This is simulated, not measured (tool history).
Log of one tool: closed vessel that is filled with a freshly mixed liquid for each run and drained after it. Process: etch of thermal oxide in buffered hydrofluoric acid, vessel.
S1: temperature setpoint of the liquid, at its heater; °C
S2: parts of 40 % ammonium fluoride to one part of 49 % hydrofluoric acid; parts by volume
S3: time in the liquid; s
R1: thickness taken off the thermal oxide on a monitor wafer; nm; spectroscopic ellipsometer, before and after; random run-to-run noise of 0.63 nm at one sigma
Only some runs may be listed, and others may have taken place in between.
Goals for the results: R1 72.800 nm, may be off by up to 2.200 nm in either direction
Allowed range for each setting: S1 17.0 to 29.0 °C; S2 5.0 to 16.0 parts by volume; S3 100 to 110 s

run 1 day=0.000 | S1=21.0 S2=9.5 S3=100 | R1=97.047
run 2 day=0.092 | S1=21.0 S2=9.5 S3=100 | R1=95.776
run 3 day=0.396 | S1=19.5 S2=9.5 S3=100 | R1=89.736
run 4 day=0.554 | S1=18.5 S2=10.0 S3=100 | R1=79.054
run 5 day=0.825 | S1=18.5 S2=10.0 S3=110 | R1=87.896
run 6 day=0.862 | S1=18.5 S2=9.0 S3=110 | R1=96.870
run 7 day=1.004 | S1=18.0 S2=9.5 S3=110 | R1=90.500
run 8 day=1.196 | S1=17.5 S2=10.0 S3=110 | R1=83.244
run 9 day=1.233 | S1=17.5 S2=10.5 S3=110 | R1=80.479
run 10 day=1.271 | S1=17.5 S2=11.0 S3=110 | R1=75.605

Which single option among these 5 for the next run brings every result within its allowed miss of target? Just one does.
run A day=1.308 | S1=18.0 S2=11.0 S3=110 | R1=?
run B day=1.308 | S1=17.5 S2=9.5 S3=105 | R1=?
run C day=1.308 | S1=17.5 S2=10.0 S3=105 | R1=?
run D day=1.308 | S1=18.5 S2=11.5 S3=105 | R1=?
run E day=1.308 | S1=18.5 S2=11.0 S3=110 | R1=?

move=A R1=78.723
move=B R1=84.278
move=C R1=80.167
move=D R1=74.013
move=E R1=80.986
A: its largest miss is bigger than the last run's
B: its largest miss is bigger than the last run's
C: its largest miss is bigger than the last run's
D: each result inside its tolerance
E: its largest miss is bigger than the last run's
The move that meets every target is D.

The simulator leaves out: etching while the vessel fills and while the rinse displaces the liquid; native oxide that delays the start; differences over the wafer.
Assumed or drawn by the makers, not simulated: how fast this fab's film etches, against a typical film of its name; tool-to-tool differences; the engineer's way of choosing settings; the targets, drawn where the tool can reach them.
